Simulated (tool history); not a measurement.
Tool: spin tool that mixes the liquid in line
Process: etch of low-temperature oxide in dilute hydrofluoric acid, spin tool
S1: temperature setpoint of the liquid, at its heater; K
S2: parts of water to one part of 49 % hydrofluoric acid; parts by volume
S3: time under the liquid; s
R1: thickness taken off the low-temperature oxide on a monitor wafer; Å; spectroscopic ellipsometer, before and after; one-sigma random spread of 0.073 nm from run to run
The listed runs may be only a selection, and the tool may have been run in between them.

run	day	S1	S2	S3	R1
1	0	293.15	185	90	70.526
2	0.067	296.15	185	90	79.985
3	0.2	292.65	185	90	69.125
4	0.562	292.65	155	90	84.429
5	0.7	292.65	155	70	66.742
6	1.058	296.15	155	70	76.487

For run 7, what comes out?
7	1.179	296.65	155	70	?

Run 7 produced R1 77.634 Å.

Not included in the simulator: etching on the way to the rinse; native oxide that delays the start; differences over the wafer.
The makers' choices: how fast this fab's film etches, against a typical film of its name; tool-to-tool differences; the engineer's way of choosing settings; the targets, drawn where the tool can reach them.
